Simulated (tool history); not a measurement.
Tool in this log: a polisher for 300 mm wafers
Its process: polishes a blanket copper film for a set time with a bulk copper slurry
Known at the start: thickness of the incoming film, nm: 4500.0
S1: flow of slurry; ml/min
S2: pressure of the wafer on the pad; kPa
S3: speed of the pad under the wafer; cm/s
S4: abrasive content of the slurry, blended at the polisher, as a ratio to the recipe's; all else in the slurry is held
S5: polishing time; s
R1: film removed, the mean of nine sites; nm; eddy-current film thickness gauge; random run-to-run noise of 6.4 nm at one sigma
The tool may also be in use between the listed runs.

run    day   S1    S2  S3   S4  S5      R1
  1  0.000  205  13.1  98  1.0  65  399.15
  2  0.054  205  13.1  98  1.0  59  367.54
  3  0.225  205  14.5  98  1.0  59  407.23
  4  0.325  205  14.5  76  1.0  59  312.28
  5  0.675  205  15.9  78  1.0  59  351.11
  6  0.921  205  17.2  80  1.0  59  389.90
  7  1.179  205  17.9  82  1.0  59  408.64

For run 8, what comes out?
  8  1.279  205  18.6  84  1.0  59   ?

Run 8 gave R1 432.93 nm.
